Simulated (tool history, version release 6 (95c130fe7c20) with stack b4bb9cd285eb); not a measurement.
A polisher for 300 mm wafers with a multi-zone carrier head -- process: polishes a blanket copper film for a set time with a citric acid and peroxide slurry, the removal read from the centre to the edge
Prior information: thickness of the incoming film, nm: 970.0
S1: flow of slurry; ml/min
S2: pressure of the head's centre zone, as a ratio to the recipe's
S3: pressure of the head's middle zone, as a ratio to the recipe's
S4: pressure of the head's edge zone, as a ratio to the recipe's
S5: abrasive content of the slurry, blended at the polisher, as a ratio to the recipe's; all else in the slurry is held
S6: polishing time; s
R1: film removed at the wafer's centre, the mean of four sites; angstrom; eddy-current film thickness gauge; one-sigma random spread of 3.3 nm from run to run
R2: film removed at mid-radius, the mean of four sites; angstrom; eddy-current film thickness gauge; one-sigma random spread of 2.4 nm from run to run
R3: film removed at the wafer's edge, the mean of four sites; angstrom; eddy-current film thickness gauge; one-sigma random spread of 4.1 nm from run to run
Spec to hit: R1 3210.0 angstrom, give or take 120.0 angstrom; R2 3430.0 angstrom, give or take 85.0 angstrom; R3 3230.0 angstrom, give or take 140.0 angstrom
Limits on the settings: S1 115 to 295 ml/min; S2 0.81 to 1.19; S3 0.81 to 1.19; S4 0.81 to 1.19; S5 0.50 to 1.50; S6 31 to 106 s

{"run": 1, "hour": 0.0, "S1": 190, "S2": 1.0, "S3": 1.0, "S4": 1.0, "S5": 1.0, "S6": 68, "R1": 2329.8, "R2": 2318.5, "R3": 2359.2}
{"run": 2, "hour": 6.9, "S1": 190, "S2": 1.0, "S3": 1.0, "S4": 0.94, "S5": 1.0, "S6": 68, "R1": 2351.2, "R2": 2321.7, "R3": 2252.1}
{"run": 3, "hour": 7.9, "S1": 205, "S2": 1.02, "S3": 1.05, "S4": 1.0, "S5": 1.15, "S6": 70, "R1": 2504.7, "R2": 2589.0, "R3": 2565.4}
{"run": 4, "hour": 11.9, "S1": 205, "S2": 1.02, "S3": 1.05, "S4": 1.0, "S5": 1.15, "S6": 77, "R1": 2835.1, "R2": 2835.7, "R3": 2741.7}
{"run": 5, "hour": 15.9, "S1": 205, "S2": 0.97, "S3": 1.05, "S4": 1.0, "S5": 1.15, "S6": 77, "R1": 2710.1, "R2": 2858.1, "R3": 2724.4}
{"run": 6, "hour": 21.4, "S1": 205, "S2": 1.03, "S3": 1.05, "S4": 1.0, "S5": 1.15, "S6": 77, "R1": 2773.3, "R2": 2870.6, "R3": 2815.0}
{"run": 7, "hour": 24.7, "S1": 220, "S2": 1.07, "S3": 1.08, "S4": 0.99, "S5": 1.2, "S6": 77, "R1": 2960.1, "R2": 2988.0, "R3": 2722.2}
{"run": 8, "hour": 32.3, "S1": 225, "S2": 1.08, "S3": 1.1, "S4": 1.03, "S5": 1.3, "S6": 77, "R1": 3064.3, "R2": 3104.3, "R3": 2888.4}
{"run": 9, "hour": 33.2, "S1": 230, "S2": 1.08, "S3": 1.12, "S4": 1.06, "S5": 1.35, "S6": 77, "R1": 3060.1, "R2": 3208.4, "R3": 2982.7}
{"run": 10, "hour": 39.7, "S1": 240, "S2": 1.09, "S3": 1.13, "S4": 1.08, "S5": 1.4, "S6": 77, "R1": 3215.2, "R2": 3229.5, "R3": 3062.6}
{"run": 11, "hour": 46.7, "S1": 245, "S2": 1.08, "S3": 1.15, "S4": 1.09, "S5": 1.4, "S6": 77, "R1": 3181.8, "R2": 3312.1, "R3": 3049.2}

Which single option among these 4 for the next run brings every result within its allowed miss of target? Just one does.
{"run": "A", "hour": 53.7, "S1": 255, "S2": 1.08, "S3": 1.17, "S4": 1.19, "S5": 1.3, "S6": 79, "R1": "?", "R2": "?", "R3": "?"}
{"run": "B", "hour": 53.7, "S1": 260, "S2": 1.09, "S3": 1.19, "S4": 0.98, "S5": 1.2, "S6": 80, "R1": "?", "R2": "?", "R3": "?"}
{"run": "C", "hour": 53.7, "S1": 165, "S2": 1.02, "S3": 1.15, "S4": 1.19, "S5": 1.5, "S6": 79, "R1": "?", "R2": "?", "R3": "?"}
{"run": "D", "hour": 53.7, "S1": 280, "S2": 1.15, "S3": 1.19, "S4": 0.99, "S5": 1.35, "S6": 74, "R1": "?", "R2": "?", "R3": "?"}

move=A R1=3225.1 R2=3431.7 R3=3222.1
move=B R1=3242.3 R2=3471.9 R3=2947.5
move=C R1=2957.5 R2=3284.6 R3=3180.0
move=D R1=3258.7 R2=3323.6 R3=2828.9
A: hits every target within its allowed miss
B: gets the furthest-off result to its target, but another result is out of tolerance
C: its largest miss is bigger than the last run's
D: its largest miss is bigger than the last run's
The right move is A.

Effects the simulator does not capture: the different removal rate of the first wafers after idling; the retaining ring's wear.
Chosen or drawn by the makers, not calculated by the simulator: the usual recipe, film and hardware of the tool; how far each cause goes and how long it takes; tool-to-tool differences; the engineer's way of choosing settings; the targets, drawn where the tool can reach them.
